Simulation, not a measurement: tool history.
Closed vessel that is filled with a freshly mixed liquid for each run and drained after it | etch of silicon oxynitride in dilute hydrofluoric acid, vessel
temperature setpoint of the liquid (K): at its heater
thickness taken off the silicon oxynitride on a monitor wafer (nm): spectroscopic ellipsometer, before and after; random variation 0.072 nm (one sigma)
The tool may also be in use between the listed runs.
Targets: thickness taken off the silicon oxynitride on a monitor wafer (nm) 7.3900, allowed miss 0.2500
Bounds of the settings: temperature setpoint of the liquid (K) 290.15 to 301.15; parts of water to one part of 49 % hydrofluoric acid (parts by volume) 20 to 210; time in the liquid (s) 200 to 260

run,hour,temperature setpoint of the liquid (K),parts of water to one part of 49 % hydrofluoric acid (parts by volume),time in the liquid (s),thickness taken off the silicon oxynitride on a monitor wafer (nm)
1,0.0,293.15,115,260,4.1132
2,4.2,294.15,110,260,4.5163
3,4.9,291.65,110,260,4.0168
4,11.8,292.65,110,260,4.2798
5,17.5,292.65,110,260,4.2537
6,20.7,293.65,110,260,4.5220
7,22.0,293.65,110,260,4.4322
8,27.3,294.65,110,260,4.5781
9,35.9,295.15,105,260,5.0192
10,43.8,295.65,105,260,5.0663
11,48.0,296.15,105,260,5.2567
12,53.9,300.15,95,260,7.0311

4 next moves are on the table. One of them brings every result within its allowed miss. Which?
A,59.8,299.15,100,260,?
B,59.8,299.65,95,250,?
C,59.8,301.15,100,250,?
D,59.8,299.65,90,260,?

move,thickness taken off the silicon oxynitride on a monitor wafer (nm)
A,6.4116
B,6.6719
C,6.7595
D,7.3579
A: further off than the last run
B: further off than the last run
C: further off than the last run
D: meets every target
Answer: D
